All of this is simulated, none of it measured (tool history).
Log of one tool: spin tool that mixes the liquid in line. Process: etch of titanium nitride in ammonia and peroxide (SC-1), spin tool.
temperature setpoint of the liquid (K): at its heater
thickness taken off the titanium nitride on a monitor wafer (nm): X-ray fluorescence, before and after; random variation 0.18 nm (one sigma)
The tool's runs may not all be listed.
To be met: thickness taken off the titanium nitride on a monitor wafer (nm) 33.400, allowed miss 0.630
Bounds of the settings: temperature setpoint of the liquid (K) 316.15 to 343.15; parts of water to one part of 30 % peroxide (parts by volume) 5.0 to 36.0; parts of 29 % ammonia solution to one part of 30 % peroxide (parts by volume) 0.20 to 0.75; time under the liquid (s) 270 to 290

run	hour	temperature setpoint of the liquid (K)	parts of water to one part of 30 % peroxide (parts by volume)	parts of 29 % ammonia solution to one part of 30 % peroxide (parts by volume)	time under the liquid (s)	thickness taken off the titanium nitride on a monitor wafer (nm)
1	0.0	332.15	20.0	0.45	270	22.028
2	7.2	332.15	20.0	0.30	270	20.287
3	9.2	332.15	20.0	0.40	270	21.595
4	11.9	334.15	20.0	0.40	270	24.417
5	15.7	334.15	17.0	0.40	270	27.119
6	23.9	334.15	21.0	0.40	270	23.696
7	24.5	335.65	21.0	0.40	270	26.311
8	25.5	336.65	21.0	0.40	270	28.168
9	33.0	337.15	21.0	0.40	270	29.177
10	38.4	337.65	21.0	0.40	270	30.128
11	44.1	338.15	21.0	0.40	270	31.073

5 next moves are on the table. One of them brings every result within its allowed miss. Which?
A	49.8	340.15	26.0	0.40	275	?
B	49.8	338.65	20.5	0.40	290	?
C	49.8	340.15	28.5	0.55	285	?
D	49.8	338.65	23.5	0.25	290	?
E	49.8	339.15	18.5	0.25	270	?

move	thickness taken off the titanium nitride on a monitor wafer (nm)
A	31.638
B	34.714
C	33.061
D	29.363
E	32.309
A: nearer than the last run, and not there yet
B: takes the result that was furthest off past its target
C: meets every target
D: further off than the last run
E: nearer than the last run, and not there yet
Answer: C
